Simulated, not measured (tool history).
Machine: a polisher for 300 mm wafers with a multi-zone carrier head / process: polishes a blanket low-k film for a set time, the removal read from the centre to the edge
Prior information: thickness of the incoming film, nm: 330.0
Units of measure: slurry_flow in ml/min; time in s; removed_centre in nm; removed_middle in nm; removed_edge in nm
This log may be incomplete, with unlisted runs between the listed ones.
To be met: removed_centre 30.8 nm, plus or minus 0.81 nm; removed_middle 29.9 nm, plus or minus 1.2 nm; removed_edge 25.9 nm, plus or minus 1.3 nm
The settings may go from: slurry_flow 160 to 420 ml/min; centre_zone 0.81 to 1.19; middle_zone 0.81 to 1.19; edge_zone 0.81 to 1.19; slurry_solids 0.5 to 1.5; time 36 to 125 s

| run | hour | slurry_flow | centre_zone | middle_zone | edge_zone | slurry_solids | time | removed_centre | removed_middle | removed_edge |
|---|---|---|---|---|---|---|---|---|---|---|
| 1 | 0 | 270 | 1 | 1 | 1 | 1 | 80 | 33.315 | 32.575 | 32.499 |
| 2 | 7.9 | 270 | 1.01 | 1.01 | 0.96 | 0.95 | 80 | 33.07 | 32.058 | 30.689 |
| 3 | 12.9 | 270 | 1.05 | 1.01 | 0.96 | 0.95 | 80 | 33.934 | 32.466 | 31.562 |
| 4 | 15 | 270 | 1.05 | 1.01 | 0.9 | 0.95 | 80 | 34.311 | 32.568 | 30.14 |
| 5 | 18.6 | 270 | 1.05 | 1.01 | 0.9 | 1.1 | 80 | 36.491 | 33.752 | 31.23 |
| 6 | 19.7 | 270 | 0.99 | 1.01 | 0.9 | 1.1 | 80 | 34.42 | 34.383 | 32.176 |
| 7 | 24 | 270 | 0.99 | 1.01 | 0.9 | 1.1 | 80 | 34.245 | 34.917 | 32.051 |
| 8 | 31.1 | 270 | 1 | 1.01 | 0.88 | 1.05 | 80 | 34.456 | 33.661 | 31.668 |
| 9 | 38 | 270 | 1.02 | 1.03 | 0.87 | 1 | 79 | 34.268 | 32.602 | 30.416 |
| 10 | 42.7 | 275 | 1.02 | 1.06 | 0.86 | 0.95 | 77 | 32.553 | 32.314 | 28.38 |
| 11 | 49 | 250 | 1.03 | 1.04 | 0.81 | 0.8 | 77 | 29.688 | 28.683 | 25.666 |
| 12 | 56.5 | 255 | 1.03 | 1.05 | 0.81 | 0.8 | 77 | 29.831 | 29.419 | 25.512 |
| 13 | 62.6 | 260 | 1.03 | 1.05 | 0.81 | 0.8 | 77 | 29.935 | 29.055 | 26.235 |

Next run, 5 choices. One meets every target within its allowed miss, the rest don't. Which?
| A | 68.7 | 245 | 1.06 | 0.95 | 0.82 | 0.9 | 73 | ? | ? | ? |
| B | 68.7 | 290 | 0.98 | 0.89 | 0.85 | 0.75 | 80 | ? | ? | ? |
| C | 68.7 | 225 | 1.05 | 0.96 | 0.82 | 0.65 | 86 | ? | ? | ? |
| D | 68.7 | 240 | 1.04 | 1.06 | 0.81 | 0.7 | 84 | ? | ? | ? |
| E | 68.7 | 305 | 0.99 | 1.05 | 0.86 | 0.7 | 81 | ? | ? | ? |

| move | removed_centre | removed_middle | removed_edge |
|---|---|---|---|
| A | 30.391 | 27.18 | 26.467 |
| B | 29.049 | 26.538 | 27.48 |
| C | 30.434 | 27.688 | 26.792 |
| D | 30.704 | 30.335 | 27.017 |
| E | 28.902 | 29.574 | 27.123 |
A: the worst result of the last run now meets its target, but another is out of spec
B: further off than the last run
C: the worst result of the last run now meets its target, but another is out of spec
D: in spec on every target
E: further off than the last run
The right move is D.
